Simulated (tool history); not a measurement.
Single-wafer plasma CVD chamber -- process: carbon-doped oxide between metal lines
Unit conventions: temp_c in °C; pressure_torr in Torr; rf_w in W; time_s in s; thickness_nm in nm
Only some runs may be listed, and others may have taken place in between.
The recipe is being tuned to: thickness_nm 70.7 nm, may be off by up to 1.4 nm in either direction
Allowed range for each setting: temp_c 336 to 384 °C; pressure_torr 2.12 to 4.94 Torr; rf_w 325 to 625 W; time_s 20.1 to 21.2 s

{"run": 1, "hour": 0.0, "temp_c": 360, "pressure_torr": 3.53, "rf_w": 475, "time_s": 21.2, "thickness_nm": 91.453}
{"run": 2, "hour": 7.1, "temp_c": 360, "pressure_torr": 4.07, "rf_w": 475, "time_s": 21.2, "thickness_nm": 92.765}
{"run": 3, "hour": 15.4, "temp_c": 360, "pressure_torr": 4.07, "rf_w": 475, "time_s": 20.1, "thickness_nm": 88.468}
{"run": 4, "hour": 17.7, "temp_c": 360, "pressure_torr": 3.53, "rf_w": 475, "time_s": 20.1, "thickness_nm": 87.134}
{"run": 5, "hour": 20.1, "temp_c": 360, "pressure_torr": 2.91, "rf_w": 475, "time_s": 20.1, "thickness_nm": 85.588}
{"run": 6, "hour": 20.9, "temp_c": 363, "pressure_torr": 2.74, "rf_w": 445, "time_s": 20.1, "thickness_nm": 80.685}
{"run": 7, "hour": 24.5, "temp_c": 366, "pressure_torr": 2.59, "rf_w": 430, "time_s": 20.1, "thickness_nm": 77.807}
{"run": 8, "hour": 31.7, "temp_c": 368, "pressure_torr": 2.47, "rf_w": 420, "time_s": 20.1, "thickness_nm": 75.34}
{"run": 9, "hour": 39.7, "temp_c": 371, "pressure_torr": 2.38, "rf_w": 415, "time_s": 20.1, "thickness_nm": 73.744}
{"run": 10, "hour": 45.3, "temp_c": 373, "pressure_torr": 2.32, "rf_w": 415, "time_s": 20.1, "thickness_nm": 73.887}
{"run": 11, "hour": 45.8, "temp_c": 374, "pressure_torr": 2.26, "rf_w": 410, "time_s": 20.1, "thickness_nm": 72.58}
{"run": 12, "hour": 49.6, "temp_c": 375, "pressure_torr": 2.22, "rf_w": 410, "time_s": 20.1, "thickness_nm": 72.465}

Next run, 4 choices. One meets every target within its allowed miss, the rest don't. Which?
{"run": "A", "hour": 53.4, "temp_c": 373, "pressure_torr": 2.12, "rf_w": 430, "time_s": 20.1, "thickness_nm": "?"}
{"run": "B", "hour": 53.4, "temp_c": 372, "pressure_torr": 2.25, "rf_w": 430, "time_s": 20.1, "thickness_nm": "?"}
{"run": "C", "hour": 53.4, "temp_c": 372, "pressure_torr": 2.12, "rf_w": 395, "time_s": 20.1, "thickness_nm": "?"}
{"run": "D", "hour": 53.4, "temp_c": 377, "pressure_torr": 2.23, "rf_w": 425, "time_s": 20.1, "thickness_nm": "?"}

move=A thickness_nm=75.985
move=B thickness_nm=76.313
move=C thickness_nm=70.875
move=D thickness_nm=74.814
A: its largest miss is bigger than the last run's
B: its largest miss is bigger than the last run's
C: all results land within tolerance of their targets
D: its largest miss is bigger than the last run's
Move C is the one to make.
